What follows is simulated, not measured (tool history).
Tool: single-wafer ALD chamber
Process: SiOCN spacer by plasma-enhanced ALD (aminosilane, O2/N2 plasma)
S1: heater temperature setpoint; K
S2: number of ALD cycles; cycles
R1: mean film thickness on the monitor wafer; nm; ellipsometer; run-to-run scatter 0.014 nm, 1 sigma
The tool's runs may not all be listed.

{"run": 1, "hour": 0.0, "S1": 688.15, "S2": 76, "R1": 4.14}
{"run": 2, "hour": 3.3, "S1": 693.15, "S2": 76, "R1": 4.0828}
{"run": 3, "hour": 7.8, "S1": 686.15, "S2": 76, "R1": 4.1921}
{"run": 4, "hour": 14.6, "S1": 686.15, "S2": 66, "R1": 3.6135}
{"run": 5, "hour": 20.3, "S1": 688.15, "S2": 65, "R1": 3.5224}
{"run": 6, "hour": 25.7, "S1": 688.15, "S2": 74, "R1": 4.0592}
{"run": 7, "hour": 28.8, "S1": 691.15, "S2": 72, "R1": 3.8738}
{"run": 8, "hour": 29.4, "S1": 694.15, "S2": 70, "R1": 3.7333}
{"run": 9, "hour": 30.8, "S1": 696.15, "S2": 68, "R1": 3.6042}
{"run": 10, "hour": 35.2, "S1": 696.15, "S2": 68, "R1": 3.6013}
{"run": 11, "hour": 42.6, "S1": 698.15, "S2": 67, "R1": 3.5275}
{"run": 12, "hour": 50.7, "S1": 699.15, "S2": 66, "R1": 3.4419}
{"run": 13, "hour": 54.6, "S1": 699.15, "S2": 66, "R1": 3.4438}

Run 14 comes next. What will it give?
{"run": 14, "hour": 57.9, "S1": 700.15, "S2": 66, "R1": "?"}

R1: 3.4174 nm

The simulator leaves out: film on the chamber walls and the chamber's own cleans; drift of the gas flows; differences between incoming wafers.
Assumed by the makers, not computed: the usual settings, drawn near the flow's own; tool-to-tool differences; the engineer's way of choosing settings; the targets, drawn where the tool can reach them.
